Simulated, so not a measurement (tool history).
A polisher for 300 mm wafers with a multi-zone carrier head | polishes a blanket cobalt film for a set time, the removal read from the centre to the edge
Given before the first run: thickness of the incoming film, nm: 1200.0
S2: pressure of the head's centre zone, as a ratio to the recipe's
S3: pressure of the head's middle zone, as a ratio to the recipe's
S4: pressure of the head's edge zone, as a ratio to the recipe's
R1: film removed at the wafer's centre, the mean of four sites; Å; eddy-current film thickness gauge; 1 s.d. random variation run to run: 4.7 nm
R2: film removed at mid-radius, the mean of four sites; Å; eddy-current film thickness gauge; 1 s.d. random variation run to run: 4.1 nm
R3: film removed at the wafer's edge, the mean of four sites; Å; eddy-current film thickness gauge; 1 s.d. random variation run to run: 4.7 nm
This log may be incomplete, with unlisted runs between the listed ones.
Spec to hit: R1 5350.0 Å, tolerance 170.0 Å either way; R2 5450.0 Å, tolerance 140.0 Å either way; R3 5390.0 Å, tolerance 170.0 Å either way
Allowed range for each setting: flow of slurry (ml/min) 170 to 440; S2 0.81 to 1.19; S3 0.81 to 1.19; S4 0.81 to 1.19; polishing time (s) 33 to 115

{"run": 1, "hour": 0.0, "flow of slurry (ml/min)": 280, "S2": 1.0, "S3": 1.0, "S4": 1.0, "polishing time (s)": 73, "R1": 3608.0, "R2": 3693.6, "R3": 3572.4}
{"run": 2, "hour": 2.0, "flow of slurry (ml/min)": 285, "S2": 1.01, "S3": 1.01, "S4": 1.04, "polishing time (s)": 78, "R1": 3908.8, "R2": 3907.4, "R3": 3895.9}
{"run": 3, "hour": 5.4, "flow of slurry (ml/min)": 285, "S2": 1.01, "S3": 1.01, "S4": 1.04, "polishing time (s)": 59, "R1": 2946.4, "R2": 3012.2, "R3": 3014.3}
{"run": 4, "hour": 8.1, "flow of slurry (ml/min)": 295, "S2": 1.02, "S3": 1.04, "S4": 1.07, "polishing time (s)": 68, "R1": 3403.3, "R2": 3534.1, "R3": 3534.8}
{"run": 5, "hour": 17.1, "flow of slurry (ml/min)": 295, "S2": 1.02, "S3": 0.97, "S4": 1.07, "polishing time (s)": 68, "R1": 3434.2, "R2": 3369.9, "R3": 3444.3}
{"run": 6, "hour": 19.8, "flow of slurry (ml/min)": 295, "S2": 1.02, "S3": 0.97, "S4": 1.07, "polishing time (s)": 50, "R1": 2515.5, "R2": 2431.8, "R3": 2550.3}
{"run": 7, "hour": 25.1, "flow of slurry (ml/min)": 300, "S2": 1.05, "S3": 1.01, "S4": 1.1, "polishing time (s)": 59, "R1": 3123.8, "R2": 2956.2, "R3": 3096.5}
{"run": 8, "hour": 27.9, "flow of slurry (ml/min)": 310, "S2": 1.06, "S3": 1.05, "S4": 1.12, "polishing time (s)": 65, "R1": 3467.9, "R2": 3438.0, "R3": 3381.5}
{"run": 9, "hour": 30.0, "flow of slurry (ml/min)": 290, "S2": 1.06, "S3": 1.06, "S4": 1.13, "polishing time (s)": 72, "R1": 3737.8, "R2": 3800.0, "R3": 3791.3}
{"run": 10, "hour": 31.8, "flow of slurry (ml/min)": 280, "S2": 1.07, "S3": 1.07, "S4": 1.14, "polishing time (s)": 77, "R1": 4113.0, "R2": 4054.8, "R3": 3978.3}
{"run": 11, "hour": 40.1, "flow of slurry (ml/min)": 305, "S2": 1.07, "S3": 1.07, "S4": 1.15, "polishing time (s)": 81, "R1": 4333.0, "R2": 4329.0, "R3": 4243.2}
{"run": 12, "hour": 42.3, "flow of slurry (ml/min)": 295, "S2": 1.07, "S3": 1.07, "S4": 1.16, "polishing time (s)": 85, "R1": 4556.6, "R2": 4551.5, "R3": 4502.5}
{"run": 13, "hour": 43.8, "flow of slurry (ml/min)": 290, "S2": 1.07, "S3": 1.07, "S4": 1.17, "polishing time (s)": 88, "R1": 4665.1, "R2": 4715.7, "R3": 4652.3}

Which single option among these 5 for the next run brings every result within its allowed miss of target? Just one does.
{"run": "A", "hour": 45.3, "flow of slurry (ml/min)": 205, "S2": 1.13, "S3": 1.05, "S4": 1.17, "polishing time (s)": 109, "R1": "?", "R2": "?", "R3": "?"}
{"run": "B", "hour": 45.3, "flow of slurry (ml/min)": 265, "S2": 0.92, "S3": 0.9, "S4": 1.19, "polishing time (s)": 100, "R1": "?", "R2": "?", "R3": "?"}
{"run": "C", "hour": 45.3, "flow of slurry (ml/min)": 300, "S2": 1.07, "S3": 1.08, "S4": 1.19, "polishing time (s)": 100, "R1": "?", "R2": "?", "R3": "?"}
{"run": "D", "hour": 45.3, "flow of slurry (ml/min)": 325, "S2": 0.85, "S3": 1.14, "S4": 1.17, "polishing time (s)": 96, "R1": "?", "R2": "?", "R3": "?"}
{"run": "E", "hour": 45.3, "flow of slurry (ml/min)": 220, "S2": 0.83, "S3": 1.08, "S4": 1.19, "polishing time (s)": 98, "R1": "?", "R2": "?", "R3": "?"}

move=A R1=5688.9 R2=5423.6 R3=5439.0
move=B R1=4486.2 R2=4602.2 R3=5226.7
move=C R1=5345.0 R2=5466.8 R3=5290.0
move=D R1=4121.1 R2=5565.2 R3=5078.1
move=E R1=3814.6 R2=5080.5 R3=4980.7
A: brings the result that was furthest off to its target, and leaves another outside
B: misses by more than the last run did
C: all results land within tolerance of their targets
D: brings the result that was furthest off to its target, and leaves another outside
E: misses by more than the last run did
The right move is C.
